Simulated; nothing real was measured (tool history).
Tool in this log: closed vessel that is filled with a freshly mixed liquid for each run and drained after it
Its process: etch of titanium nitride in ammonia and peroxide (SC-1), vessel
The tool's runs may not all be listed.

run	hour	temperature setpoint of the liquid (°C)	parts of water to one part of 30 % peroxide (parts by volume)	parts of 29 % ammonia solution to one part of 30 % peroxide (parts by volume)	time in the liquid (s)	thickness taken off the titanium nitride on a monitor wafer (nm)
1	0	55	11	0.4	125	7.6946
2	8.7	55	14.5	0.4	125	6.7003
3	17.6	50.5	14.5	0.4	125	4.8257
4	25.2	51	14.5	0.4	125	5.0497
5	26.6	51	14.5	0.5	125	5.2108
6	34.2	51	14.5	0.35	125	4.8998
7	35.6	51.5	14.5	0.35	125	5.0914
8	44.8	52	14.5	0.35	125	5.2482
# hour 46: thermometer replaced
9	46	52.5	14.5	0.35	125	6.3044
10	53.5	52	14.5	0.35	125	6.1111

Run 11 is up next; what results do you expect?
11	61.1	51.5	14.5	0.35	125	?

{"run 11": {"thickness taken off the titanium nitride on a monitor wafer (nm)": 5.8771}}
